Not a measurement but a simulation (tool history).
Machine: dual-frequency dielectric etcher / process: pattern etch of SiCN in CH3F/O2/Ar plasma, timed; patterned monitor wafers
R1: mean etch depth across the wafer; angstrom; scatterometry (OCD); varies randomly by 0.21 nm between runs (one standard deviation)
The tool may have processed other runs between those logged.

Run 1, hour 0.0: source power (W) 520, bias power (W) 99, etch time (s) 70.5. Result: R1 349.07 angstrom.
Run 2, hour 8.8: source power (W) 540, bias power (W) 100, etch time (s) 70.5. Result: R1 357.55 angstrom.
Run 3, hour 12.3: source power (W) 560, bias power (W) 101, etch time (s) 70.5. Result: R1 359.87 angstrom.
Run 4, hour 15.6: source power (W) 470, bias power (W) 101, etch time (s) 70.5. Result: R1 338.67 angstrom.
Run 5, hour 17.0: source power (W) 500, bias power (W) 102, etch time (s) 70.5. Result: R1 346.36 angstrom.
Run 6, hour 22.2: source power (W) 550, bias power (W) 102, etch time (s) 70.5. Result: R1 360.14 angstrom.
Run 7, hour 25.6: source power (W) 570, bias power (W) 103, etch time (s) 70.5. Result: R1 367.51 angstrom.

Run 8, settings as shown, results not yet in. Your forecast:
Run 8, hour 27.7: source power (W) 580, bias power (W) 103, etch time (s) 70.5. Result: R1 ?.

{"run 8": {"R1": 368.42}}
